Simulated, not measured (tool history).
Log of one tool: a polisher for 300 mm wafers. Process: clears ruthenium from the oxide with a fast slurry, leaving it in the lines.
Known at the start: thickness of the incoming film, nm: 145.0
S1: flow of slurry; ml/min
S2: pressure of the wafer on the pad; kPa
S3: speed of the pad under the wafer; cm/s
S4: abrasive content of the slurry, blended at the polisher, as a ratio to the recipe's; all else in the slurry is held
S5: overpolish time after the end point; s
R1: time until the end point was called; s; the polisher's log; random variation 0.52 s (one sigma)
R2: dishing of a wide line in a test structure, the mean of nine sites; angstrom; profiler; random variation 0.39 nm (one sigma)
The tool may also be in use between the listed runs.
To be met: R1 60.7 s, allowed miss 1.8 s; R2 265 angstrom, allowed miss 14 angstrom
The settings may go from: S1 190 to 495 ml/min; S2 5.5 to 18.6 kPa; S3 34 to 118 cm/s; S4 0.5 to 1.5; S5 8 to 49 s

| run | hour | S1 | S2 | S3 | S4 | S5 | R1 | R2 |
|---|---|---|---|---|---|---|---|---|
| 1 | 0 | 320 | 11.7 | 76 | 1 | 25 | 87.109 | 281.66 |
| 2 | 7 | 320 | 9.7 | 76 | 1 | 25 | 105.07 | 245 |
| 3 | 15.8 | 320 | 11 | 76 | 1 | 22 | 94.137 | 248.76 |
| 4 | 24.4 | 320 | 11 | 76 | 1 | 29 | 93.892 | 297.98 |
| 5 | 33.4 | 320 | 11 | 84 | 1 | 29 | 85.132 | 310.93 |
| 6 | 34.7 | 320 | 11 | 70 | 1 | 29 | 99.011 | 285.97 |
| 7 | 40.7 | 320 | 12.4 | 70 | 1 | 25 | 89.696 | 274.24 |
| 8 | 48 | 320 | 13.8 | 70 | 1 | 23 | 80.656 | 282.73 |
| 9 | 50.4 | 320 | 14.5 | 70 | 1 | 21 | 76.229 | 274.9 |
| 10 | 58.7 | 320 | 15.2 | 70 | 1 | 19 | 71.653 | 259.28 |
| 11 | 67.7 | 325 | 17.2 | 70 | 1 | 17 | 64.009 | 261.11 |

4 next moves are on the table. One of them brings every result within its allowed miss. Which?
| A | 76.7 | 330 | 15.9 | 74 | 1.05 | 15 | ? | ? |
| B | 76.7 | 295 | 16.5 | 80 | 0.8 | 18 | ? | ? |
| C | 76.7 | 355 | 17.2 | 76 | 0.95 | 16 | ? | ? |
| D | 76.7 | 355 | 17.9 | 72 | 0.95 | 20 | ? | ? |

| move | R1 | R2 |
|---|---|---|
| A | 65.253 | 238.89 |
| B | 64.545 | 273.8 |
| C | 60.408 | 264.27 |
| D | 60.888 | 304.88 |
A: further off than the last run
B: further off than the last run
C: meets every target
D: brings the result that was furthest off to its target, and leaves another outside
The right move is C.
